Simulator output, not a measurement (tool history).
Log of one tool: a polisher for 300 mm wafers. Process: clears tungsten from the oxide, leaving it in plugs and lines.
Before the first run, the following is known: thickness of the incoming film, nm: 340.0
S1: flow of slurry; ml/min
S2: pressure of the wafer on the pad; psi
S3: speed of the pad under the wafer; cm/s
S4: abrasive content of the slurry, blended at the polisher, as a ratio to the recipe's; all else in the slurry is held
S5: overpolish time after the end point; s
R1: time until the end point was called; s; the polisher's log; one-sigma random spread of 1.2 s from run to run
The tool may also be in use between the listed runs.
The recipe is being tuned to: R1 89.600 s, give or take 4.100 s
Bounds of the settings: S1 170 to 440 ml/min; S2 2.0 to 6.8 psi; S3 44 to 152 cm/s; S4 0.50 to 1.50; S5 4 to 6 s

Run 1, hour 0.0: S1 280 ml/min, S2 4.4 psi, S3 98 cm/s, S4 1.00, S5 6 s. Result: R1 59.911 s.
Run 2, hour 0.6: S1 280 ml/min, S2 4.4 psi, S3 118 cm/s, S4 1.00, S5 6 s. Result: R1 49.629 s.
Run 3, hour 9.6: S1 280 ml/min, S2 4.4 psi, S3 118 cm/s, S4 0.90, S5 6 s. Result: R1 50.513 s.
Run 4, hour 14.0: S1 220 ml/min, S2 4.4 psi, S3 118 cm/s, S4 0.90, S5 6 s. Result: R1 50.115 s.
Run 5, hour 15.7: S1 220 ml/min, S2 3.7 psi, S3 116 cm/s, S4 0.90, S5 6 s. Result: R1 60.891 s.
Run 6, hour 16.6: S1 220 ml/min, S2 3.7 psi, S3 116 cm/s, S4 1.10, S5 6 s. Result: R1 59.240 s.
Run 7, hour 19.9: S1 220 ml/min, S2 3.2 psi, S3 116 cm/s, S4 1.10, S5 6 s. Result: R1 64.913 s.
Run 8, hour 20.5: S1 220 ml/min, S2 2.9 psi, S3 114 cm/s, S4 1.10, S5 6 s. Result: R1 73.131 s.
Run 9, hour 25.1: S1 220 ml/min, S2 2.7 psi, S3 114 cm/s, S4 1.10, S5 6 s. Result: R1 77.723 s.
Run 10, hour 26.5: S1 220 ml/min, S2 2.5 psi, S3 114 cm/s, S4 1.10, S5 6 s. Result: R1 81.519 s.
Run 11, hour 28.7: S1 220 ml/min, S2 2.4 psi, S3 114 cm/s, S4 1.10, S5 6 s. Result: R1 85.368 s.

5 next moves are on the table. One of them brings every result within its allowed miss. Which?
Run A, hour 30.9: S1 180 ml/min, S2 2.1 psi, S3 128 cm/s, S4 1.25, S5 4 s. Result: R1 ?.
Run B, hour 30.9: S1 200 ml/min, S2 2.4 psi, S3 112 cm/s, S4 1.05, S5 6 s. Result: R1 ?.
Run C, hour 30.9: S1 200 ml/min, S2 2.2 psi, S3 104 cm/s, S4 1.10, S5 6 s. Result: R1 ?.
Run D, hour 30.9: S1 300 ml/min, S2 2.0 psi, S3 104 cm/s, S4 1.35, S5 6 s. Result: R1 ?.
Run E, hour 30.9: S1 245 ml/min, S2 2.5 psi, S3 122 cm/s, S4 1.20, S5 4 s. Result: R1 ?.

move       R1
   A   84.085
   B   88.694
   C  101.100
   D  101.220
   E   75.697
A: its largest miss is bigger than the last run's
B: each result inside its tolerance
C: the result that was furthest off in the last run now lies on the other side of its target
D: the result that was furthest off in the last run now lies on the other side of its target
E: its largest miss is bigger than the last run's
So the answer is move B, the one that meets all the targets.
